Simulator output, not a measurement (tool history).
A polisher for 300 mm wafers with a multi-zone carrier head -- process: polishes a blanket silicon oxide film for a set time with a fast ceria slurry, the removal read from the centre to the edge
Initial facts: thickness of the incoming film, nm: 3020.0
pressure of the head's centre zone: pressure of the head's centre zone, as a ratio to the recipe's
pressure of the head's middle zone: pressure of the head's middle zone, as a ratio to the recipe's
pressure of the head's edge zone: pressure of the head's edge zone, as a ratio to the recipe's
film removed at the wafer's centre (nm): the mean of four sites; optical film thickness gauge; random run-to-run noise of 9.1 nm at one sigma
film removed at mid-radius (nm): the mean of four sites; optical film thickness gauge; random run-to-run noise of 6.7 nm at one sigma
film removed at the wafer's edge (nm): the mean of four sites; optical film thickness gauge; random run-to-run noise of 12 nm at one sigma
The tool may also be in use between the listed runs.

run,day,flow of slurry (ml/min),pressure of the head's centre zone,pressure of the head's middle zone,pressure of the head's edge zone,polishing time (s),film removed at the wafer's centre (nm),film removed at mid-radius (nm),film removed at the wafer's edge (nm)
1,0,155,1,1,1,57,1235,1241.9,1204.8
2,0.117,155,0.94,1,1,57,1146.9,1236.7,1199.2
3,0.292,155,0.94,1,1.04,57,1159.9,1209.7,1212.7
4,0.55,155,0.86,1,1.04,57,1074.7,1224.2,1218
5,0.792,155,0.93,1,1.04,57,1129.9,1239.8,1225.6
6,0.975,150,0.92,0.99,1.02,56,1115.6,1191.1,1165.5
7,1.15,110,0.82,0.89,0.95,43,688.07,775.33,830.96
8,1.492,115,0.83,0.89,0.94,43,716.96,769.16,833.05
9,1.775,120,0.84,0.89,0.93,43,721.97,798.28,838.52
10,2.008,125,0.85,0.88,0.93,43,734.27,788.27,881.05
11,2.271,125,0.85,0.88,0.93,43,745.21,787.52,865.22
12,2.354,130,0.86,0.88,0.92,43,777.18,804.69,844.44

Forecast run 13:
13,2.567,140,0.88,0.87,0.91,43,?,?,?

Run 13 gave film removed at the wafer's centre (nm) 800.83, film removed at mid-radius (nm) 812.75, film removed at the wafer's edge (nm) 861.19.
